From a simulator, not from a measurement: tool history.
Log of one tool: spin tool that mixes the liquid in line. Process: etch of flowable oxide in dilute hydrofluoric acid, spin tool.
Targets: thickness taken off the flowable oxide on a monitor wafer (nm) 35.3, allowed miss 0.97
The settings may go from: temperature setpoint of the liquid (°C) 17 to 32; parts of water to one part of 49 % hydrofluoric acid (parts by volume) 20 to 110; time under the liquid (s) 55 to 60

run    day  temperature setpoint of the liquid (°C)  parts of water to one part of 49 % hydrofluoric acid (parts by volume)  time under the liquid (s)  thickness taken off the flowable oxide on a monitor wafer (nm)
  1      0                                       24                                                                      60                         55                                                          45.347
  2  0.129                                       22                                                                      60                         55                                                          42.166
  3  0.479                                       21                                                                      60                         55                                                          40.369
  4  0.733                                       21                                                                      80                         55                                                          29.304
  5  0.925                                       22                                                                      80                         55                                                          30.787
  6  1.196                                     23.5                                                                      80                         55                                                           32.53
  7  1.288                                       24                                                                      80                         55                                                          33.282
  8  1.454                                     24.5                                                                      80                         55                                                          33.633
  9  1.717                                     24.5                                                                      80                         55                                                          33.627

Which of these 4 next moves meets every target?
  A  1.979                                       25                                                                      80                         60                                                               ?
  B  1.979                                     20.5                                                                      70                         55                                                               ?
  C  1.979                                     23.5                                                                      75                         55                                                               ?
  D  1.979                                       21                                                                      70                         60                                                               ?

move  thickness taken off the flowable oxide on a monitor wafer (nm)
   A                                                          37.558
   B                                                          33.157
   C                                                          34.797
   D                                                          36.932
A: takes the result that was furthest off past its target
B: further off than the last run
C: meets every target
D: takes the result that was furthest off past its target
The right move is C.

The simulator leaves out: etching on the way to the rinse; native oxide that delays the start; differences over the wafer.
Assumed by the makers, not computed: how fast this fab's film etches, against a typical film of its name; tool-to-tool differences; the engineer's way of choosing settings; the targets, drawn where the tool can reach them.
